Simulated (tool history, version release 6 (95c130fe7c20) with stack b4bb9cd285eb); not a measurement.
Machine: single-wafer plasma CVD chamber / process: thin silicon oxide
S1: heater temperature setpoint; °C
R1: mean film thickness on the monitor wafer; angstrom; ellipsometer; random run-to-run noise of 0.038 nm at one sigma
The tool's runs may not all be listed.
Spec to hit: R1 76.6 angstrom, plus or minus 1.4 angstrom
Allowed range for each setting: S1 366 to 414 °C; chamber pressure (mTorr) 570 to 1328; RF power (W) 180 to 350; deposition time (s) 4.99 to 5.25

Run 1, hour 0: S1 390 °C, chamber pressure (mTorr) 949, RF power (W) 265, deposition time (s) 5.25. Result: R1 110.4 angstrom.
Run 2, hour 7.2: S1 395 °C, chamber pressure (mTorr) 949, RF power (W) 265, deposition time (s) 5.25. Result: R1 110.12 angstrom.
Run 3, hour 12.6: S1 395 °C, chamber pressure (mTorr) 796, RF power (W) 265, deposition time (s) 5.25. Result: R1 97.425 angstrom.
Run 4, hour 19.9: S1 395 °C, chamber pressure (mTorr) 737, RF power (W) 255, deposition time (s) 5.23. Result: R1 91.214 angstrom.
At hour 23.7: thermocouple changed; heater temperature recalibrated.
Run 5, hour 23.7: S1 395 °C, chamber pressure (mTorr) 828, RF power (W) 255, deposition time (s) 5.23. Result: R1 98.337 angstrom.
Run 6, hour 27.4: S1 395 °C, chamber pressure (mTorr) 828, RF power (W) 255, deposition time (s) 4.99. Result: R1 94.264 angstrom.
Run 7, hour 33.3: S1 395 °C, chamber pressure (mTorr) 760, RF power (W) 255, deposition time (s) 4.99. Result: R1 88.802 angstrom.
Run 8, hour 38.4: S1 395 °C, chamber pressure (mTorr) 713, RF power (W) 255, deposition time (s) 4.99. Result: R1 84.08 angstrom.
Run 9, hour 41.8: S1 395 °C, chamber pressure (mTorr) 601, RF power (W) 255, deposition time (s) 4.99. Result: R1 73.997 angstrom.
Run 10, hour 48.8: S1 395 °C, chamber pressure (mTorr) 609, RF power (W) 255, deposition time (s) 4.99. Result: R1 73.891 angstrom.
Run 11, hour 49.7: S1 395 °C, chamber pressure (mTorr) 617, RF power (W) 255, deposition time (s) 4.99. Result: R1 74.721 angstrom.

Which single option among these 5 for the next run brings every result within its allowed miss of target? Just one does.
Run A, hour 50.6: S1 399 °C, chamber pressure (mTorr) 591, RF power (W) 270, deposition time (s) 4.99. Result: R1 ?.
Run B, hour 50.6: S1 394 °C, chamber pressure (mTorr) 669, RF power (W) 195, deposition time (s) 4.99. Result: R1 ?.
Run C, hour 50.6: S1 394 °C, chamber pressure (mTorr) 598, RF power (W) 245, deposition time (s) 5.25. Result: R1 ?.
Run D, hour 50.6: S1 393 °C, chamber pressure (mTorr) 640, RF power (W) 230, deposition time (s) 5.25. Result: R1 ?.
Run E, hour 50.6: S1 381 °C, chamber pressure (mTorr) 649, RF power (W) 215, deposition time (s) 5.25. Result: R1 ?.

move      R1
   A  73.463
   B  73.902
   C  76.031
   D   78.83
   E  78.663
A: the biggest miss grows against the last run
B: the biggest miss grows against the last run
C: meets every target
D: takes the biggest miss from the last run beyond its target
E: takes the biggest miss from the last run beyond its target
Go with C: it meets all targets.
